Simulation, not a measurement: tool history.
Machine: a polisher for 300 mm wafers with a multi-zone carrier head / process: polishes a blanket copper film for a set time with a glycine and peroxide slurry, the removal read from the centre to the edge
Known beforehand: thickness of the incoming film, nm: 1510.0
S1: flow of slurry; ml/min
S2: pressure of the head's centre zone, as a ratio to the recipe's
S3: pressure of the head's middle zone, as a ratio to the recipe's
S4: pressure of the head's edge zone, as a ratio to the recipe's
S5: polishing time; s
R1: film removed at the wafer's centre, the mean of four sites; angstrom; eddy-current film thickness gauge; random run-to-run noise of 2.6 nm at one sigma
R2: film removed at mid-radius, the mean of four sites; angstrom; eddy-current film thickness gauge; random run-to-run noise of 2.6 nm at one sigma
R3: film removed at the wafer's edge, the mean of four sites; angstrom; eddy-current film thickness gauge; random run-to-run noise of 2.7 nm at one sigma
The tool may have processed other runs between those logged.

{"run": 1, "day": 0.0, "S1": 300, "S2": 1.0, "S3": 1.0, "S4": 1.0, "S5": 62, "R1": 3999.4, "R2": 3909.3, "R3": 3945.3}
{"run": 2, "day": 0.375, "S1": 295, "S2": 0.97, "S3": 0.98, "S4": 0.98, "S5": 61, "R1": 3772.7, "R2": 3738.0, "R3": 3852.4}
{"run": 3, "day": 0.658, "S1": 295, "S2": 0.97, "S3": 1.05, "S4": 0.98, "S5": 61, "R1": 3807.1, "R2": 3917.3, "R3": 3780.3}
{"run": 4, "day": 1.012, "S1": 290, "S2": 0.95, "S3": 1.03, "S4": 0.96, "S5": 60, "R1": 3647.8, "R2": 3815.1, "R3": 3740.4}
{"run": 5, "day": 1.35, "S1": 290, "S2": 0.95, "S3": 1.09, "S4": 0.96, "S5": 60, "R1": 3707.2, "R2": 3963.8, "R3": 3739.6}
{"run": 6, "day": 1.483, "S1": 290, "S2": 0.95, "S3": 1.09, "S4": 1.02, "S5": 60, "R1": 3659.9, "R2": 4059.8, "R3": 3812.8}

Expected results for the next run?
{"run": 7, "day": 1.783, "S1": 285, "S2": 0.93, "S3": 1.07, "S4": 1.0, "S5": 59, "R1": "?", "R2": "?", "R3": "?"}

Logged for run 7: R1 3515.8 angstrom, R2 3922.6 angstrom, R3 3702.0 angstrom.

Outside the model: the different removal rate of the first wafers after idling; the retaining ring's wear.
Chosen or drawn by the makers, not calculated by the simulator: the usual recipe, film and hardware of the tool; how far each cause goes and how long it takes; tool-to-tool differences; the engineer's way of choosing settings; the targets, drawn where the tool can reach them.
